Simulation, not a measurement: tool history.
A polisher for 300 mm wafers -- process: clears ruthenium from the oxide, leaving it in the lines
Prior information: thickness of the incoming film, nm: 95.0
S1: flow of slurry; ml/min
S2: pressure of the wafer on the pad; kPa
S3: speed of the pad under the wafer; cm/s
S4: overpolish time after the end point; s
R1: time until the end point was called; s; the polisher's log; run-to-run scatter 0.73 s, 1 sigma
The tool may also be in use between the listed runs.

Run 1, day 0.000: S1 300 ml/min, S2 12.4 kPa, S3 110 cm/s, S4 7 s. Result: R1 98.412 s.
Run 2, day 0.096: S1 300 ml/min, S2 12.4 kPa, S3 120 cm/s, S4 7 s. Result: R1 91.400 s.
Run 3, day 0.462: S1 300 ml/min, S2 12.4 kPa, S3 120 cm/s, S4 7 s. Result: R1 91.381 s.
Run 4, day 0.767: S1 375 ml/min, S2 12.4 kPa, S3 120 cm/s, S4 7 s. Result: R1 89.097 s.
Run 5, day 0.875: S1 375 ml/min, S2 12.4 kPa, S3 120 cm/s, S4 7 s. Result: R1 91.164 s.
Run 6, day 0.950: S1 375 ml/min, S2 13.1 kPa, S3 120 cm/s, S4 7 s. Result: R1 85.746 s.
Run 7, day 1.317: S1 375 ml/min, S2 13.8 kPa, S3 120 cm/s, S4 7 s. Result: R1 84.104 s.

Expected results for the next run?
Run 8, day 1.346: S1 375 ml/min, S2 14.5 kPa, S3 120 cm/s, S4 7 s. Result: R1 ?.

R1: 78.966 s
